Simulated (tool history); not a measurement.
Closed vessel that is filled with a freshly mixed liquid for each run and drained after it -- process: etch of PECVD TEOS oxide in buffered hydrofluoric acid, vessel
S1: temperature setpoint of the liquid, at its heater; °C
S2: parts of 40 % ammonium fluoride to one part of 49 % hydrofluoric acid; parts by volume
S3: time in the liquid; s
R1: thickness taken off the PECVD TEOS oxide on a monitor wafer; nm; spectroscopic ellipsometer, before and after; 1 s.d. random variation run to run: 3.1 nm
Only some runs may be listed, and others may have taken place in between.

{"run": 1, "hour": 0.0, "S1": 23.0, "S2": 9.5, "S3": 100, "R1": 186.78}
{"run": 2, "hour": 1.3, "S1": 26.5, "S2": 9.5, "S3": 100, "R1": 222.7}
{"run": 3, "hour": 2.9, "S1": 27.5, "S2": 8.5, "S3": 100, "R1": 261.58}
{"run": 4, "hour": 11.7, "S1": 28.5, "S2": 7.5, "S3": 100, "R1": 317.8}
{"run": 5, "hour": 13.0, "S1": 28.5, "S2": 7.5, "S3": 100, "R1": 313.49}
{"run": 6, "hour": 20.0, "S1": 28.5, "S2": 9.5, "S3": 100, "R1": 251.71}

What will run 7 give?
{"run": 7, "hour": 27.3, "S1": 29.0, "S2": 8.5, "S3": 100, "R1": "?"}

R1: 282.44 nm
